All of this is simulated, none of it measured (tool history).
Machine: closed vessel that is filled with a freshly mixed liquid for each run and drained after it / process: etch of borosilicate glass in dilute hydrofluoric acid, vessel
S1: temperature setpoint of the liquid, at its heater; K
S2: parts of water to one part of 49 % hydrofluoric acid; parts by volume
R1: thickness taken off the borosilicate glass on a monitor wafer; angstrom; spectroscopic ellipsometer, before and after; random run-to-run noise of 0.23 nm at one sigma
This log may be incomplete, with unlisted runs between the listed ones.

run 1 hour=0 | S1=295.15 S2=125 time_in_the_liquid_(s)=30 | R1=107.75
run 2 hour=7.4 | S1=295.15 S2=150 time_in_the_liquid_(s)=30 | R1=84.589
run 3 hour=11.8 | S1=295.15 S2=150 time_in_the_liquid_(s)=30 | R1=85.285
run 4 hour=13.4 | S1=295.15 S2=165 time_in_the_liquid_(s)=30 | R1=78.095
run 5 hour=21.9 | S1=295.15 S2=165 time_in_the_liquid_(s)=30 | R1=77.043
run 6 hour=23.5 | S1=296.65 S2=145 time_in_the_liquid_(s)=30 | R1=95.669
run 7 hour=30.6 | S1=297.65 S2=130 time_in_the_liquid_(s)=30 | R1=113.41
run 8 hour=33.5 | S1=298.65 S2=120 time_in_the_liquid_(s)=30 | R1=129.19
run 9 hour=35.7 | S1=302.65 S2=70 time_in_the_liquid_(s)=30 | R1=275.41
run 10 hour=41.7 | S1=302.15 S2=70 time_in_the_liquid_(s)=30 | R1=272.06
run 11 hour=47.4 | S1=301.65 S2=70 time_in_the_liquid_(s)=30 | R1=262.04

Estimate the outcome of run 12 from the log above:
run 12 hour=55.7 | S1=301.15 S2=70 time_in_the_liquid_(s)=30 | R1=?

R1: 260.2 angstrom
